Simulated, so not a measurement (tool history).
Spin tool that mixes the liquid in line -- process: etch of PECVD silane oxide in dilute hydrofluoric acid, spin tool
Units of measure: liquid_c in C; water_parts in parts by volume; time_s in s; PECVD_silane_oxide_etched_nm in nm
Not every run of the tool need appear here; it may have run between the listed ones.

run  hour  liquid_c  water_parts  time_s  PECVD_silane_oxide_etched_nm
  1   0.0      26.0          105     190                        66.229
  2   3.3      25.0          105     190                        63.675
  3  12.0      25.0           80     190                        86.004
  4  20.6      25.0           55     190                       130.350
  5  27.3      25.0           75     190                        93.284
  6  30.0      25.0           75     190                        92.873
  7  38.9      24.0           80     190                        83.169
  8  40.7      23.0           85     190                        74.985
  9  41.9      22.0           90     190                        67.115
 10  45.2      21.5           90     190                        65.658
 11  47.4      21.0           90     190                        64.385
 12  48.9      20.5           90     190                        63.023

Forecast run 13:
 13  53.3      20.0           90     190                             ?

PECVD_silane_oxide_etched_nm: 61.239 nm

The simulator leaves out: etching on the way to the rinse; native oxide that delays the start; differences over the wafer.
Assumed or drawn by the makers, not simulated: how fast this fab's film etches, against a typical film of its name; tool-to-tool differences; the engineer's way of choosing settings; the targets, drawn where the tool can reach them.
